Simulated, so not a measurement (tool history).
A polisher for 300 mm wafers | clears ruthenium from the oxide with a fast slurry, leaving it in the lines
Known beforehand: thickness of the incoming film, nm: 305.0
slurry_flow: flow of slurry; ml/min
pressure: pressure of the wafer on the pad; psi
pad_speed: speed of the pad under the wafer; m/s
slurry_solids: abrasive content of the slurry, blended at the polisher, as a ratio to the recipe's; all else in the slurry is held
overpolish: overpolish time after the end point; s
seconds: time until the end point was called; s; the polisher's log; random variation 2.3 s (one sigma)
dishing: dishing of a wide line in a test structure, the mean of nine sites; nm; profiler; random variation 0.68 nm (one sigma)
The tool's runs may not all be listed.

run	day	slurry_flow	pressure	pad_speed	slurry_solids	overpolish	seconds	dishing
1	0	260	1.7	0.82	1	23	149.97	40.526
2	0.371	260	1.6	0.82	1	27	160.78	43.968
3	0.421	300	1.6	0.82	1	27	156.78	45.146
4	0.467	300	1.9	0.82	1	27	134.68	51.56
5	0.621	300	2.3	0.82	1	27	114.73	58.949
6	0.733	295	1.9	0.82	1	30	136.87	57.352

What will run 7 give?
7	0.971	290	1.7	0.82	1	32	?	?

seconds: 147.66 s
dishing: 53.966 nm

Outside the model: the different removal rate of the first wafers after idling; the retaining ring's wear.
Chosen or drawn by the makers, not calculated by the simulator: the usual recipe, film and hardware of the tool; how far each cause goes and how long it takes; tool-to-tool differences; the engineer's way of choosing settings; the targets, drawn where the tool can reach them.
